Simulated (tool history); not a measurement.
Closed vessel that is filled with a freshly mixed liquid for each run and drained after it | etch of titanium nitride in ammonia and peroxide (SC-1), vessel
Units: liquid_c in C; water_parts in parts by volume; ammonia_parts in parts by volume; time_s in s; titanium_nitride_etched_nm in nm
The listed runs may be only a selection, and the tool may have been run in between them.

run  hour  liquid_c  water_parts  ammonia_parts  time_s  titanium_nitride_etched_nm
  1     0        49         16.5           0.95     225                      15.408
  2   3.9        49           22           0.95     225                      13.164
  3  12.7        51           22           0.95     225                       15.13
  4  19.8      48.5           22           0.95     225                      12.678
  5  25.9      50.5           22           0.95     225                      14.697
  6  28.1      50.5           22           0.95     225                      14.752
  7  36.4        52           22           0.95     225                      16.305
  8  39.3      53.5           22           0.95     225                      18.228

The next listed run, before its measurement:
  9  47.3      54.5           22           0.95     225                           ?

titanium_nitride_etched_nm: 19.337 nm

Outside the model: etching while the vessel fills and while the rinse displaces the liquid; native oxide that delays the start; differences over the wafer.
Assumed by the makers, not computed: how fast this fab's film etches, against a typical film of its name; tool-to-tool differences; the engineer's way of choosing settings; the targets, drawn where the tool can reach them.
